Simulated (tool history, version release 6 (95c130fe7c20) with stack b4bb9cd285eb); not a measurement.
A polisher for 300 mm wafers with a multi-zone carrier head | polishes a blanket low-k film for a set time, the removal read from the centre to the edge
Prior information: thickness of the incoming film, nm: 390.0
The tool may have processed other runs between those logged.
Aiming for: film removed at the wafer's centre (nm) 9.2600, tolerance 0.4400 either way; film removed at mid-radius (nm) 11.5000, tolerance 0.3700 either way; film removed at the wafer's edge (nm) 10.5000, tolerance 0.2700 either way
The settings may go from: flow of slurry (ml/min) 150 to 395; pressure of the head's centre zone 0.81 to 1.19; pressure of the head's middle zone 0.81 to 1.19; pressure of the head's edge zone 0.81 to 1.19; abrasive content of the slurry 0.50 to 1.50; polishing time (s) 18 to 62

run,hour,flow of slurry (ml/min),pressure of the head's centre zone,pressure of the head's middle zone,pressure of the head's edge zone,abrasive content of the slurry,polishing time (s),film removed at the wafer's centre (nm),film removed at mid-radius (nm),film removed at the wafer's edge (nm)
1,0.0,250,1.00,1.00,1.00,1.00,40,14.8120,14.9850,14.9870
2,3.2,220,1.00,1.00,1.00,1.00,40,14.8670,14.9110,15.1120
3,7.9,220,1.00,1.00,1.00,1.00,47,17.1470,17.4730,17.8250
4,14.9,225,0.97,1.01,0.98,0.90,45,15.1300,15.8100,15.6100
5,20.4,220,0.94,1.02,0.98,0.85,44,13.6420,15.0690,14.8680
6,24.1,220,0.98,1.02,0.98,0.85,44,14.2810,14.8980,14.8790
7,31.8,220,0.96,1.03,0.96,0.80,44,13.7240,14.6340,14.1080
# hour 40.7: edge zone pressure recalibrated
8,40.7,170,0.86,1.04,0.94,0.55,40,7.7309,9.1914,8.7016
9,48.3,195,0.86,1.05,0.95,0.55,40,7.8865,9.7364,8.7964
10,52.6,215,0.87,1.04,0.98,0.55,40,7.8934,9.9237,9.0886
11,53.4,235,0.88,1.03,0.99,0.55,40,8.2327,9.8969,9.2884

Below are 5 possible settings for the next run. Only one of them brings all results inside the allowed miss of their targets. Which is it?
A,54.2,200,0.87,1.10,0.99,0.65,39,?,?,?
B,54.2,290,1.00,1.01,0.88,0.75,33,?,?,?
C,54.2,250,0.81,1.16,1.00,0.60,40,?,?,?
D,54.2,235,1.02,1.03,0.86,0.75,34,?,?,?
E,54.2,230,0.89,1.02,0.98,0.50,40,?,?,?

move,film removed at the wafer's centre (nm),film removed at mid-radius (nm),film removed at the wafer's edge (nm)
A,9.2565,11.5390,10.3360
B,10.5340,10.6790,9.6307
C,8.5972,11.9290,10.1620
D,10.7470,10.9040,9.6304
E,7.6895,8.7849,8.3145
A: meets every target
B: nearer the targets than the last run, but a result is still out of spec
C: nearer the targets than the last run, but a result is still out of spec
D: nearer the targets than the last run, but a result is still out of spec
E: further off than the last run
Go with A: it meets all targets.
